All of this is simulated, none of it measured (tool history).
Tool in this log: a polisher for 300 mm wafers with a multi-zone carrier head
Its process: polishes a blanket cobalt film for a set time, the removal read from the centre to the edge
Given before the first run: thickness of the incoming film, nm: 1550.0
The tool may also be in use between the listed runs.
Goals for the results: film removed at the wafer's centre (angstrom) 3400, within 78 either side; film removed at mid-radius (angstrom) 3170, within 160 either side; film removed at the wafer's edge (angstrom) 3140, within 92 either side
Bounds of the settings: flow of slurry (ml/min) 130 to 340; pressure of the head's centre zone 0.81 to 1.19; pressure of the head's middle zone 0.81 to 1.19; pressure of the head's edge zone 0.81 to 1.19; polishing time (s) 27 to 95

run	hour	flow of slurry (ml/min)	pressure of the head's centre zone	pressure of the head's middle zone	pressure of the head's edge zone	polishing time (s)	film removed at the wafer's centre (angstrom)	film removed at mid-radius (angstrom)	film removed at the wafer's edge (angstrom)
1	0	220	1	1	1	61	3578.9	3526.3	3583
2	3.3	220	1	1.08	1	61	3572	3755.7	3569.3
3	7.3	220	1	1.16	1	61	3657.2	4034.7	3521
4	10.8	220	1	1.19	1	61	3607.6	4164.5	3529
5	12	210	1.01	1.13	0.96	60	3560.7	3866	3393.6
6	20.9	200	1.02	1.08	0.94	59	3497.3	3543.8	3294.7
7	28.1	190	1.02	1.06	0.93	59	3476.7	3569.3	3272.8
8	32.4	190	1.02	1.03	0.92	59	3470.1	3462.2	3240.3
9	37.1	190	1.02	1.03	0.92	59	3422.5	3382	3273.6
10	41.6	185	1.03	1.02	0.9	59	3465	3386.1	3232.2

Consider the 4 candidate settings below. Which is the only one whose results all fall within their allowed miss of target?
A	46.1	210	0.97	0.95	0.88	61	?	?	?
B	46.1	195	1.03	0.95	0.95	61	?	?	?
C	46.1	190	1.04	1.14	0.85	57	?	?	?
D	46.1	260	1.01	0.93	0.87	56	?	?	?

move	film removed at the wafer's centre (angstrom)	film removed at mid-radius (angstrom)	film removed at the wafer's edge (angstrom)
A	3450.1	3315.5	3328.2
B	3617.3	3275.4	3418.2
C	3401	3558	3017.9
D	3405.7	3076.3	3106.2
A: puts the biggest miss on target and leaves a different result outside tolerance
B: puts the biggest miss on target and leaves a different result outside tolerance
C: misses by more than the last run did
D: each result inside its tolerance
D is the move that brings every result within its allowed miss.

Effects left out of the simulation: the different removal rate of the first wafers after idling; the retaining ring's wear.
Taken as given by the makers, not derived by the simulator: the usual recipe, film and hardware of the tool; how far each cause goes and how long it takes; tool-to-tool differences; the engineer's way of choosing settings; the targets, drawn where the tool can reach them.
